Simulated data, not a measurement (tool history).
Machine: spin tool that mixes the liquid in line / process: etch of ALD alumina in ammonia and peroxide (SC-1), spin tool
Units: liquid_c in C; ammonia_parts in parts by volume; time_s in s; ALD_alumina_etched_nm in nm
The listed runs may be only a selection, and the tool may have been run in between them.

run,hour,liquid_c,ammonia_parts,time_s,ALD_alumina_etched_nm
1,0.0,46.0,0.45,190,5.8828
2,0.7,52.5,0.45,190,8.6281
3,3.1,57.0,0.45,190,10.9410
4,11.9,56.5,0.45,190,10.6020
5,18.2,56.0,0.45,190,10.2680
6,26.9,59.5,0.45,190,12.2450

Run 7, settings as shown, results not yet in. Your forecast:
7,29.0,59.0,0.45,190,?

{"run 7": {"ALD_alumina_etched_nm": 11.906}}

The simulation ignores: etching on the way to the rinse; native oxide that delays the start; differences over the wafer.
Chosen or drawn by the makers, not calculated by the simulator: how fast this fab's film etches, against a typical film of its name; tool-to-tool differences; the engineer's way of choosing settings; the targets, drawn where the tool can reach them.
